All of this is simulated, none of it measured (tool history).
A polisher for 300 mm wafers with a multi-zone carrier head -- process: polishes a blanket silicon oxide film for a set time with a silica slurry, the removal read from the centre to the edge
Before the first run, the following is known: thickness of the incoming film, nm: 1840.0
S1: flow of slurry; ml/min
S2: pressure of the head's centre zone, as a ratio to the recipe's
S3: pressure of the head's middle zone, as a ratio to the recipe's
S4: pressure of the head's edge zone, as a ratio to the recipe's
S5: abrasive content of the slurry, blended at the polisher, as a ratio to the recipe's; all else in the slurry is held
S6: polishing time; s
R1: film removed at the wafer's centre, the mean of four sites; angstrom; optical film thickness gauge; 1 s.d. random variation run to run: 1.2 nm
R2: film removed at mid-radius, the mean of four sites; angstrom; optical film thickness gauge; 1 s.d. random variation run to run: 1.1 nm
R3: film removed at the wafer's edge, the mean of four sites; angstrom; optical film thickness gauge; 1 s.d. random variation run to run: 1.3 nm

run	hour	S1	S2	S3	S4	S5	S6	R1	R2	R3
1	0.0	165	1.00	1.00	1.00	1.00	37	831.45	892.82	945.68
2	4.0	175	1.01	1.03	1.02	1.05	37	847.40	954.73	944.07
3	8.7	205	1.01	1.03	1.02	1.05	37	859.25	946.50	985.17
4	17.4	210	1.02	1.04	1.03	1.10	37	888.83	987.82	1015.40
5	26.1	210	1.02	1.04	1.09	1.10	37	906.75	976.14	1032.70
# hour 28.5: centre zone pressure recalibrated
6	28.5	215	1.03	1.06	1.09	1.15	37	1055.40	1038.40	1067.80
7	31.2	220	1.01	1.07	1.08	1.15	37	1042.80	1017.90	1058.40

What does the tool deliver on the next run?
8	32.1	215	1.04	1.05	1.05	1.15	38	?	?	?

{"run 8": {"R1": 1104.2, "R2": 1056.0, "R3": 1061.3}}
